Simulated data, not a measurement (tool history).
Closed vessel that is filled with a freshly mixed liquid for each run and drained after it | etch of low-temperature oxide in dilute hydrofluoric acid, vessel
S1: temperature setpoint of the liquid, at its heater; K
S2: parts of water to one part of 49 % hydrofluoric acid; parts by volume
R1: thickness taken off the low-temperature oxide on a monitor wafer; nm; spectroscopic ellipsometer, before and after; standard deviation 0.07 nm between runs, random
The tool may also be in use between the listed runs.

{"run": 1, "hour": 0.0, "S1": 293.15, "S2": 100, "time in the liquid (s)": 95, "R1": 11.052}
{"run": 2, "hour": 8.7, "S1": 292.65, "S2": 105, "time in the liquid (s)": 95, "R1": 10.31}
{"run": 3, "hour": 11.9, "S1": 292.65, "S2": 105, "time in the liquid (s)": 75, "R1": 8.0701}
{"run": 4, "hour": 19.0, "S1": 292.65, "S2": 80, "time in the liquid (s)": 75, "R1": 10.758}
{"run": 5, "hour": 22.9, "S1": 292.15, "S2": 85, "time in the liquid (s)": 75, "R1": 9.7956}
{"run": 6, "hour": 28.3, "S1": 291.65, "S2": 90, "time in the liquid (s)": 75, "R1": 9.109}

For run 7, what comes out?
{"run": 7, "hour": 32.6, "S1": 290.15, "S2": 110, "time in the liquid (s)": 75, "R1": "?"}

R1: 6.8313 nm

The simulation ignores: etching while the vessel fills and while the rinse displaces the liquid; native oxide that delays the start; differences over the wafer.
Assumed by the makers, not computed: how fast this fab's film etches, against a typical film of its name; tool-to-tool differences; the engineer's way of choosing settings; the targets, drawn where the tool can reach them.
